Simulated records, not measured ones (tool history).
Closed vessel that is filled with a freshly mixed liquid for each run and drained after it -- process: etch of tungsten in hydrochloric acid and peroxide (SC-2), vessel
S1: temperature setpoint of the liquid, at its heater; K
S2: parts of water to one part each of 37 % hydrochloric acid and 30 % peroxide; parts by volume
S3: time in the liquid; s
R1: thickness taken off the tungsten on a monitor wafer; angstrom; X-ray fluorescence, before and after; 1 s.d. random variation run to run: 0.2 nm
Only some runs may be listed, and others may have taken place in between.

| run | hour | S1 | S2 | S3 | R1 |
|---|---|---|---|---|---|
| 1 | 0.0 | 334.15 | 5 | 30 | 340.34 |
| 2 | 2.5 | 332.15 | 5 | 30 | 301.32 |
| 3 | 9.0 | 335.65 | 5 | 30 | 374.90 |
| 4 | 13.5 | 333.15 | 5 | 30 | 318.65 |
| 5 | 16.9 | 333.15 | 6 | 30 | 285.72 |
| 6 | 21.5 | 332.15 | 6 | 30 | 261.78 |

Run 7 is up next; what results do you expect?
| 7 | 27.3 | 331.15 | 6 | 30 | ? |

Run 7 came out at R1 247.94 angstrom.
